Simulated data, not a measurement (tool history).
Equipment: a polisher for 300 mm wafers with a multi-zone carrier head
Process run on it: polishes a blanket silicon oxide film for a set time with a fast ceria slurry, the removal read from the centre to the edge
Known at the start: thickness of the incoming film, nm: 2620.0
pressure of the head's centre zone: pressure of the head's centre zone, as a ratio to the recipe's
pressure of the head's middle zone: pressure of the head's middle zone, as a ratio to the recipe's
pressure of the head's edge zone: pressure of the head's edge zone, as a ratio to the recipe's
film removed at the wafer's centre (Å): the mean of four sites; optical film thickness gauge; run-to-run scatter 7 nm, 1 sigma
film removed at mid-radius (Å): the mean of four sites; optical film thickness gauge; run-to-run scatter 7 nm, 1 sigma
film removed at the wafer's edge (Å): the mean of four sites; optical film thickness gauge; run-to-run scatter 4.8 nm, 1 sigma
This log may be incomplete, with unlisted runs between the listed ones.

run	hour	flow of slurry (ml/min)	pressure of the head's centre zone	pressure of the head's middle zone	pressure of the head's edge zone	polishing time (s)	film removed at the wafer's centre (Å)	film removed at mid-radius (Å)	film removed at the wafer's edge (Å)
1	0	155	1	1	1	58	6487.3	6733.8	6641.9
2	1.1	155	1	0.96	1	58	6447	6417.6	6665.7
3	3.6	180	1.04	1	0.99	58	6983.7	6783.8	6685.6
4	4.9	200	1.04	1	0.99	58	7034.3	7003.9	6813.5
5	12.1	200	1.04	1	0.99	70	8575.2	8306.1	8239
6	13.5	200	1.04	0.96	0.99	70	8591.7	8150.6	8251.9
7	18.9	190	1.05	1	0.93	69	8407.5	8197.7	7773.4

What does the tool deliver on the next run?
8	27.8	180	1.06	1.01	0.89	69	?	?	?

{"run 8": {"film removed at the wafer's centre (Å)": 8481.3, "film removed at mid-radius (Å)": 8114.2, "film removed at the wafer's edge (Å)": 7633.8}}
